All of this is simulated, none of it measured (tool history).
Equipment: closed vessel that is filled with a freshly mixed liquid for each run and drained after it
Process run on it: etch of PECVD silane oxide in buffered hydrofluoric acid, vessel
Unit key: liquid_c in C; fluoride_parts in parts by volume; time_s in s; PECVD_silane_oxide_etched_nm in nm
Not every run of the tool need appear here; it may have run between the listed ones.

run,hour,liquid_c,fluoride_parts,time_s,PECVD_silane_oxide_etched_nm
1,0,20,10,105,189.58
2,7.7,20,10,105,190.93
3,13.4,20,10,105,192.03
4,17,20,10,115,208.62
5,18.7,19.5,10,115,203.07
6,22.3,19.5,10,105,183.21

Estimate the outcome of run 7 from the log above:
7,23.2,19,10,105,?

{"run 7": {"PECVD_silane_oxide_etched_nm": 177.71}}

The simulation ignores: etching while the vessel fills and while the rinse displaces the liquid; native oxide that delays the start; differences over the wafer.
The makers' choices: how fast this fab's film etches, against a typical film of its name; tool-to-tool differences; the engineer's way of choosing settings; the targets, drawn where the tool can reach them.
